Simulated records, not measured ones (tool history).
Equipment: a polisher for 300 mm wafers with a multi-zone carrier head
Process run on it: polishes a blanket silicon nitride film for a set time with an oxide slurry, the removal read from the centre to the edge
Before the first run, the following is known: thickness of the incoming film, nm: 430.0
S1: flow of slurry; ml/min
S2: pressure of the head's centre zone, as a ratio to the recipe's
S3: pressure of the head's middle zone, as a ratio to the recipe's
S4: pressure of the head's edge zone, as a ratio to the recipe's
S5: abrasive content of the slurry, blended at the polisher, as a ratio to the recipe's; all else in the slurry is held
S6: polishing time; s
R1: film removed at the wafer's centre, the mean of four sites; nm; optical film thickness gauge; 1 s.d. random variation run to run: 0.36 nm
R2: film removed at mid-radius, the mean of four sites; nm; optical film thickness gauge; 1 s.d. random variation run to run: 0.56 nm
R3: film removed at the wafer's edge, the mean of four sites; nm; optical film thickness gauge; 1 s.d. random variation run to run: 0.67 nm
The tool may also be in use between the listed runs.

Run 1, hour 0.0: S1 255 ml/min, S2 1.00, S3 1.00, S4 1.00, S5 1.00, S6 67 s. Result: R1 51.807 nm, R2 50.842 nm, R3 51.936 nm.
Run 2, hour 5.8: S1 255 ml/min, S2 1.00, S3 1.00, S4 1.00, S5 1.20, S6 67 s. Result: R1 55.082 nm, R2 55.602 nm, R3 55.371 nm.
Run 3, hour 12.5: S1 310 ml/min, S2 1.00, S3 1.00, S4 1.00, S5 1.20, S6 67 s. Result: R1 56.849 nm, R2 56.219 nm, R3 56.313 nm.
Run 4, hour 13.9: S1 320 ml/min, S2 1.02, S3 1.02, S4 0.96, S5 1.20, S6 67 s. Result: R1 57.527 nm, R2 56.810 nm, R3 53.918 nm.
Run 5, hour 17.7: S1 320 ml/min, S2 1.02, S3 1.02, S4 0.96, S5 1.05, S6 67 s. Result: R1 54.354 nm, R2 54.269 nm, R3 52.902 nm.
Run 6, hour 24.3: S1 320 ml/min, S2 1.02, S3 1.02, S4 0.99, S5 1.05, S6 67 s. Result: R1 54.217 nm, R2 53.831 nm, R3 52.726 nm.

Expected results for the next run?
Run 7, hour 26.6: S1 325 ml/min, S2 1.05, S3 1.04, S4 0.98, S5 1.05, S6 67 s. Result: R1 ?, R2 ?, R3 ?.

Run 7 gave R1 56.176 nm, R2 55.548 nm, R3 53.958 nm.

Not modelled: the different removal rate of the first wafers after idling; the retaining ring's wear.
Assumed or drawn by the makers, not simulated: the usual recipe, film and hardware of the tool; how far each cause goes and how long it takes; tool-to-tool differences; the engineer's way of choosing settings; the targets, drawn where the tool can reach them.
